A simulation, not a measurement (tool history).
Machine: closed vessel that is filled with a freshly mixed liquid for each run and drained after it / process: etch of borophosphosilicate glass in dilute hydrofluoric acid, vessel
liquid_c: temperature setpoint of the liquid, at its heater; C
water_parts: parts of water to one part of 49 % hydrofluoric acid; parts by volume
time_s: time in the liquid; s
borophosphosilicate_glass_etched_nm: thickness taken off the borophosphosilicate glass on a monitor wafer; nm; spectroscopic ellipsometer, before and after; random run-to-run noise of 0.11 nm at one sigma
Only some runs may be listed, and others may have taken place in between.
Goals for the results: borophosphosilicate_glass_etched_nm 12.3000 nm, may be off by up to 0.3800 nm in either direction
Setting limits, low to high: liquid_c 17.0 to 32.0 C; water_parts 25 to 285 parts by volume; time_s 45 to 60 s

run    day  liquid_c  water_parts  time_s  borophosphosilicate_glass_etched_nm
  1  0.000      24.0          155      60                               9.7539
  2  0.117      24.0          155      60                               9.8626
  3  0.250      24.0          155      45                               7.1936
  4  0.458      25.5          145      45                               8.3645
  5  0.783      25.5          145      60                              11.2780
  6  1.129      25.5           90      60                              18.8760
  7  1.400      24.0           95      60                              17.1540
  8  1.783      23.0          100      60                              15.3350
  9  2.171      22.0          100      60                              14.9050
 10  2.358      21.0          100      60                              14.2110
 11  2.500      20.0          100      60                              13.8690
 12  2.567      19.5          100      60                              13.2560
 13  2.688      19.0          100      60                              13.0670
 14  2.900      18.5          100      60                              12.9380

Of the 4 settings listed for the next run, only one would bring every result within its allowed miss of target. Which one?
  A  3.112      18.5           80      50                                    ?
  B  3.112      17.0           80      50                                    ?
  C  3.112      17.5           90      60                                    ?
  D  3.112      21.5           90      45                                    ?

move  borophosphosilicate_glass_etched_nm
   A                              13.7870
   B                              12.9370
   C                              13.9460
   D                              12.3490
A: moves away from the targets compared with the last run
B: neither nearer nor further off than the last run
C: moves away from the targets compared with the last run
D: meets every target
Go with D: it meets all targets.
